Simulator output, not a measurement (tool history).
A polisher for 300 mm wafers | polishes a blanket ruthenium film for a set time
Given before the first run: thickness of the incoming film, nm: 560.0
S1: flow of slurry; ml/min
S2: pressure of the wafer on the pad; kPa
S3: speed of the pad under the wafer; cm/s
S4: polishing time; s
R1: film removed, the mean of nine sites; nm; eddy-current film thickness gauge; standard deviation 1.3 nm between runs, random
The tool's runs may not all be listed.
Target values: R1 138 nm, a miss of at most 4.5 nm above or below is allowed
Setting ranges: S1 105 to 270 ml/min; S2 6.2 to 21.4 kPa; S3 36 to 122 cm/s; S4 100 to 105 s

run,hour,S1,S2,S3,S4,R1
1,0,175,13.8,78,100,70.509
2,5.3,175,13.8,94,100,82.294
3,9.5,180,15.9,94,100,95.258
4,12.7,185,17.9,94,100,108.78
5,15.5,185,19.3,94,100,116.97
6,24.1,155,19.3,94,100,115.56
7,29.5,155,20,96,100,120.58
8,34.3,170,20.7,96,100,126.31
9,42.3,170,20.7,98,100,127.41
10,48.1,170,20.7,100,100,131.89

Below are 4 possible settings for the next run. Only one of them brings all results inside the allowed miss of their targets. Which is it?
A,53.9,175,20.7,100,104,?
B,53.9,155,21.4,106,103,?
C,53.9,230,21.4,108,102,?
D,53.9,175,20.7,110,103,?

move,R1
A,138.25
B,147.63
C,155.07
D,150.29
A: meets every target
B: takes the result that was furthest off past its target
C: takes the result that was furthest off past its target
D: takes the result that was furthest off past its target
Go with A: it meets all targets.

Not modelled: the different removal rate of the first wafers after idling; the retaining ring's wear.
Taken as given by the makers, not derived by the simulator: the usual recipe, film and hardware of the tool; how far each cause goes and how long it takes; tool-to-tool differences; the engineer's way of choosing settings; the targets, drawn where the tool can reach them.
